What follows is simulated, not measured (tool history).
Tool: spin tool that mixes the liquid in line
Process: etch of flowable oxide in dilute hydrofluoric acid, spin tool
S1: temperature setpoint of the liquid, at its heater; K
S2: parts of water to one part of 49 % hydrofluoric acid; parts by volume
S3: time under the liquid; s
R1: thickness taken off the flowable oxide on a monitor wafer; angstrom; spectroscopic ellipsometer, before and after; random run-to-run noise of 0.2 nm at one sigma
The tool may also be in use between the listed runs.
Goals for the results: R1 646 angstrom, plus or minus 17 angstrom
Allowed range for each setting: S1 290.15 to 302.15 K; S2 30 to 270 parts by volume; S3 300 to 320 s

| run | day | S1 | S2 | S3 | R1 |
|---|---|---|---|---|---|
| 1 | 0 | 294.15 | 150 | 300 | 563.77 |
| 2 | 0.346 | 295.15 | 150 | 300 | 584 |
| 3 | 0.496 | 295.65 | 150 | 300 | 593.33 |
| 4 | 0.758 | 292.65 | 150 | 300 | 526.47 |
| 5 | 0.996 | 292.65 | 150 | 320 | 564.13 |
| 6 | 1.321 | 293.15 | 150 | 320 | 577.14 |
| 7 | 1.408 | 293.65 | 150 | 320 | 586.58 |
| 8 | 1.55 | 294.15 | 150 | 320 | 601.94 |
| 9 | 1.883 | 294.15 | 150 | 320 | 597.13 |
| 10 | 1.958 | 294.65 | 150 | 320 | 608.83 |
| 11 | 2.033 | 295.15 | 150 | 320 | 626.13 |

5 candidate next runs follow, results not yet known. Just one meets every target within its allowed miss. Identify it.
| A | 2.108 | 293.15 | 145 | 320 | ? |
| B | 2.108 | 295.65 | 155 | 320 | ? |
| C | 2.108 | 294.65 | 140 | 310 | ? |
| D | 2.108 | 294.15 | 140 | 300 | ? |
| E | 2.108 | 295.15 | 145 | 305 | ? |

| move | R1 |
|---|---|
| A | 598 |
| B | 610.6 |
| C | 640.23 |
| D | 607.44 |
| E | 616.86 |
A: moves away from the targets compared with the last run
B: moves away from the targets compared with the last run
C: all results land within tolerance of their targets
D: moves away from the targets compared with the last run
E: moves away from the targets compared with the last run
Move C is the one to make.

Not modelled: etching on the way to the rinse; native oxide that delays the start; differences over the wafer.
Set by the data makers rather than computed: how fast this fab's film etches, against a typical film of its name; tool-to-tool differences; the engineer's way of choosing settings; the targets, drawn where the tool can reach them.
